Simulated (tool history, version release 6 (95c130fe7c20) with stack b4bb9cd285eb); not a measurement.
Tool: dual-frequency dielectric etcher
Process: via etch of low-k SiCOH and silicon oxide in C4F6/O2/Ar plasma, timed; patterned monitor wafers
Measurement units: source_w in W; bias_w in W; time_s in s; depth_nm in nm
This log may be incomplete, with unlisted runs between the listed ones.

run  hour  source_w  bias_w  time_s  depth_nm
  1     0       390     220      28    67.697
  2   0.7       360     207      28    64.636
  3   2.5       340     196      28     61.58
  4   6.9       320     192      28    60.122
  5   9.6       320     192      28    60.165
  6    11       300     187      28    58.271

The next listed run, before its measurement:
  7  18.3       290     184      28         ?

{"run 7": {"depth_nm": 57.222}}
